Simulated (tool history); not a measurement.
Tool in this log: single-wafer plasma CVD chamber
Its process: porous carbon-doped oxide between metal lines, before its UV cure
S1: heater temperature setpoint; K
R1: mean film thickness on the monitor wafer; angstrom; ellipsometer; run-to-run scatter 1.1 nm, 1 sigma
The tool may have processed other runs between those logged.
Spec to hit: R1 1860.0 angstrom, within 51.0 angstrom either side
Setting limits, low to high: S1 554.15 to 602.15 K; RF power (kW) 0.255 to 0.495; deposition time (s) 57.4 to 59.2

Run 1, hour 0.0: S1 578.15 K, RF power (kW) 0.375, deposition time (s) 57.4. Result: R1 2223.9 angstrom.
Run 2, hour 0.8: S1 578.15 K, RF power (kW) 0.345, deposition time (s) 57.4. Result: R1 2102.4 angstrom.
Run 3, hour 3.4: S1 578.15 K, RF power (kW) 0.345, deposition time (s) 57.4. Result: R1 2097.8 angstrom.
Run 4, hour 8.3: S1 580.15 K, RF power (kW) 0.345, deposition time (s) 57.4. Result: R1 2060.7 angstrom.
Run 5, hour 15.2: S1 580.15 K, RF power (kW) 0.345, deposition time (s) 57.4. Result: R1 2065.5 angstrom.
Run 6, hour 18.0: S1 586.15 K, RF power (kW) 0.345, deposition time (s) 57.4. Result: R1 2016.0 angstrom.
Run 7, hour 22.9: S1 587.15 K, RF power (kW) 0.345, deposition time (s) 57.4. Result: R1 1981.7 angstrom.
Run 8, hour 26.6: S1 588.15 K, RF power (kW) 0.345, deposition time (s) 57.4. Result: R1 1970.8 angstrom.
Run 9, hour 35.3: S1 589.15 K, RF power (kW) 0.345, deposition time (s) 57.4. Result: R1 1967.9 angstrom.

Consider the 5 candidate settings below. Which is the only one whose results all fall within their allowed miss of target?
Run A, hour 44.0: S1 601.15 K, RF power (kW) 0.330, deposition time (s) 59.2. Result: R1 ?.
Run B, hour 44.0: S1 586.15 K, RF power (kW) 0.290, deposition time (s) 57.4. Result: R1 ?.
Run C, hour 44.0: S1 589.15 K, RF power (kW) 0.280, deposition time (s) 57.4. Result: R1 ?.
Run D, hour 44.0: S1 599.15 K, RF power (kW) 0.310, deposition time (s) 57.4. Result: R1 ?.
Run E, hour 44.0: S1 588.15 K, RF power (kW) 0.335, deposition time (s) 58.8. Result: R1 ?.

move      R1
   A  1837.5
   B  1781.3
   C  1709.4
   D  1728.8
   E  1983.5
A: meets every target
B: takes the result that was furthest off past its target
C: takes the result that was furthest off past its target
D: takes the result that was furthest off past its target
E: misses by more than the last run did
Answer: A
